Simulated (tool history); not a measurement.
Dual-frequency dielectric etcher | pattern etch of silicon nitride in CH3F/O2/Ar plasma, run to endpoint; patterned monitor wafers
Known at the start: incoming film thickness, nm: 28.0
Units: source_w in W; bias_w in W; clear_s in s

run,day,source_w,bias_w,clear_s
1,0.000,530,86,38.414
2,0.338,570,86,37.559
3,0.554,570,91,36.942
4,0.596,570,82,38.324
5,0.942,570,94,36.753
6,1.138,490,94,38.248

The next listed run, before its measurement:
7,1.458,530,97,?

Run 7 gave clear_s 36.529 s.

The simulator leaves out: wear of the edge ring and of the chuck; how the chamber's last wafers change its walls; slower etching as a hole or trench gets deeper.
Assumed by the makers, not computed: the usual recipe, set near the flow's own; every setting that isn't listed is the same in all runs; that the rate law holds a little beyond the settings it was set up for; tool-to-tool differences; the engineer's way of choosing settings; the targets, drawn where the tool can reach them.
